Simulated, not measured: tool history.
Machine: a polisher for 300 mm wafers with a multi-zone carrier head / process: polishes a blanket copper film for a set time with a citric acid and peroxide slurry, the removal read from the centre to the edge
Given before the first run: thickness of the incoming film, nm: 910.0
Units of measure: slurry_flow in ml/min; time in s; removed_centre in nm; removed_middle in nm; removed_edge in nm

Run 1, hour 0.0: slurry_flow 190 ml/min, centre_zone 1.00, middle_zone 1.00, edge_zone 1.00, slurry_solids 1.00, time 63 s. Result: removed_centre 157.83 nm, removed_middle 154.07 nm, removed_edge 157.07 nm.
Run 2, hour 3.7: slurry_flow 190 ml/min, centre_zone 1.00, middle_zone 1.08, edge_zone 1.00, slurry_solids 1.00, time 63 s. Result: removed_centre 159.02 nm, removed_middle 168.55 nm, removed_edge 158.15 nm.
Run 3, hour 8.1: slurry_flow 185 ml/min, centre_zone 1.01, middle_zone 1.07, edge_zone 0.95, slurry_solids 0.95, time 63 s. Result: removed_centre 160.16 nm, removed_middle 163.65 nm, removed_edge 152.67 nm.
Run 4, hour 8.7: slurry_flow 180 ml/min, centre_zone 1.01, middle_zone 1.07, edge_zone 0.91, slurry_solids 0.85, time 63 s. Result: removed_centre 151.81 nm, removed_middle 156.00 nm, removed_edge 143.10 nm.
Run 5, hour 12.9: slurry_flow 175 ml/min, centre_zone 1.02, middle_zone 1.07, edge_zone 0.88, slurry_solids 0.85, time 63 s. Result: removed_centre 156.84 nm, removed_middle 157.61 nm, removed_edge 141.45 nm.
Run 6, hour 16.7: slurry_flow 175 ml/min, centre_zone 1.02, middle_zone 1.13, edge_zone 0.88, slurry_solids 0.85, time 63 s. Result: removed_centre 156.41 nm, removed_middle 163.33 nm, removed_edge 140.19 nm.
Run 7, hour 22.4: slurry_flow 165 ml/min, centre_zone 1.02, middle_zone 1.11, edge_zone 0.86, slurry_solids 0.85, time 63 s. Result: removed_centre 151.21 nm, removed_middle 160.50 nm, removed_edge 136.14 nm.

Run 8, settings as shown, results not yet in. Your forecast:
At hour 25.2: edge zone pressure recalibrated.
Run 8, hour 25.2: slurry_flow 155 ml/min, centre_zone 1.07, middle_zone 1.01, edge_zone 0.84, slurry_solids 0.80, time 63 s. Result: removed_centre ?, removed_middle ?, removed_edge ?.

{"run 8": {"removed_centre": 153.21, "removed_middle": 143.35, "removed_edge": 136.2}}

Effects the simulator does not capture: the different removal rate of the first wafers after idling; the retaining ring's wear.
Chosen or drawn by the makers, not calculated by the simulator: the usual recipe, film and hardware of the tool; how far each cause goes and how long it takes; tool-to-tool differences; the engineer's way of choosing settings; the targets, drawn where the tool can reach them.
